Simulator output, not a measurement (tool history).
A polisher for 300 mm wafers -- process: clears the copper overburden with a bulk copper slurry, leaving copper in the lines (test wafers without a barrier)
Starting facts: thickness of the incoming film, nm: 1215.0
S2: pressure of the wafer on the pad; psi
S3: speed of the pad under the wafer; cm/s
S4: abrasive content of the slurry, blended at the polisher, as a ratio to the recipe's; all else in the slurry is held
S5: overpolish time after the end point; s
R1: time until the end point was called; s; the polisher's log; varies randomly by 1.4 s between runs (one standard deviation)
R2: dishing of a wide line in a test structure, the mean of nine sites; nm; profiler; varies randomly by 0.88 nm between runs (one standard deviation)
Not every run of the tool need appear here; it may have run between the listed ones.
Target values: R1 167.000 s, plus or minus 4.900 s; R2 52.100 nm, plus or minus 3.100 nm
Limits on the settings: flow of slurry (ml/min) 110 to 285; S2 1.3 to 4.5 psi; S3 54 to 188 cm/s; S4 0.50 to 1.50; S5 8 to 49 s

Run 1, hour 0.0: flow of slurry (ml/min) 180, S2 2.9 psi, S3 120 cm/s, S4 1.00, S5 25 s. Result: R1 98.373 s, R2 130.380 nm.
Run 2, hour 5.0: flow of slurry (ml/min) 180, S2 2.9 psi, S3 120 cm/s, S4 1.00, S5 20 s. Result: R1 97.545 s, R2 114.830 nm.
Run 3, hour 12.4: flow of slurry (ml/min) 175, S2 2.6 psi, S3 120 cm/s, S4 1.00, S5 18 s. Result: R1 109.970 s, R2 102.560 nm.
Run 4, hour 15.2: flow of slurry (ml/min) 175, S2 2.6 psi, S3 120 cm/s, S4 0.90, S5 18 s. Result: R1 113.160 s, R2 97.400 nm.
Run 5, hour 15.9: flow of slurry (ml/min) 175, S2 2.6 psi, S3 140 cm/s, S4 0.90, S5 18 s. Result: R1 96.503 s, R2 110.010 nm.
Run 6, hour 22.0: flow of slurry (ml/min) 205, S2 2.6 psi, S3 140 cm/s, S4 0.90, S5 18 s. Result: R1 93.706 s, R2 109.520 nm.
Run 7, hour 23.7: flow of slurry (ml/min) 220, S2 2.3 psi, S3 138 cm/s, S4 0.80, S5 16 s. Result: R1 110.940 s, R2 93.903 nm.
Run 8, hour 25.4: flow of slurry (ml/min) 235, S2 2.1 psi, S3 138 cm/s, S4 0.75, S5 14 s. Result: R1 122.440 s, R2 77.160 nm.
Run 9, hour 29.6: flow of slurry (ml/min) 260, S2 1.3 psi, S3 134 cm/s, S4 0.70, S5 10 s. Result: R1 199.930 s, R2 38.303 nm.
Run 10, hour 32.0: flow of slurry (ml/min) 260, S2 1.4 psi, S3 134 cm/s, S4 0.70, S5 11 s. Result: R1 187.480 s, R2 44.786 nm.
Run 11, hour 34.9: flow of slurry (ml/min) 260, S2 1.5 psi, S3 134 cm/s, S4 0.70, S5 11 s. Result: R1 175.830 s, R2 48.182 nm.
Run 12, hour 40.0: flow of slurry (ml/min) 265, S2 1.6 psi, S3 134 cm/s, S4 0.70, S5 13 s. Result: R1 165.340 s, R2 55.927 nm.
At hour 44.2: head pressure recalibrated.
Run 13, hour 44.2: flow of slurry (ml/min) 260, S2 1.6 psi, S3 134 cm/s, S4 0.70, S5 13 s. Result: R1 181.750 s, R2 52.550 nm.
Run 14, hour 45.9: flow of slurry (ml/min) 255, S2 1.6 psi, S3 134 cm/s, S4 0.70, S5 13 s. Result: R1 181.430 s, R2 52.944 nm.
Run 15, hour 53.3: flow of slurry (ml/min) 255, S2 1.6 psi, S3 134 cm/s, S4 0.70, S5 12 s. Result: R1 183.250 s, R2 48.623 nm.
Run 16, hour 59.2: flow of slurry (ml/min) 260, S2 1.6 psi, S3 134 cm/s, S4 0.70, S5 12 s. Result: R1 179.480 s, R2 48.683 nm.
Run 17, hour 61.9: flow of slurry (ml/min) 255, S2 1.6 psi, S3 134 cm/s, S4 0.70, S5 12 s. Result: R1 181.850 s, R2 48.323 nm.
Run 18, hour 67.3: flow of slurry (ml/min) 260, S2 1.6 psi, S3 134 cm/s, S4 0.70, S5 12 s. Result: R1 183.840 s, R2 48.589 nm.
Run 19, hour 70.7: flow of slurry (ml/min) 260, S2 1.9 psi, S3 134 cm/s, S4 0.70, S5 12 s. Result: R1 156.240 s, R2 57.215 nm.

Which of these 4 next moves meets every target?
Run A, hour 74.1: flow of slurry (ml/min) 255, S2 1.9 psi, S3 128 cm/s, S4 0.65, S5 11 s. Result: R1 ?, R2 ?.
Run B, hour 74.1: flow of slurry (ml/min) 285, S2 2.5 psi, S3 94 cm/s, S4 0.90, S5 9 s. Result: R1 ?, R2 ?.
Run C, hour 74.1: flow of slurry (ml/min) 280, S2 1.8 psi, S3 136 cm/s, S4 0.60, S5 15 s. Result: R1 ?, R2 ?.
Run D, hour 74.1: flow of slurry (ml/min) 285, S2 2.1 psi, S3 118 cm/s, S4 0.70, S5 13 s. Result: R1 ?, R2 ?.

move       R1      R2
   A  165.500  51.575
   B  156.710  46.805
   C  166.380  64.521
   D  158.350  61.302
A: hits every target within its allowed miss
B: neither nearer nor further off than the last run
C: the worst result of the last run now meets its target, but another is out of spec
D: lands further from the targets than the last run did
Go with A: it meets all targets.
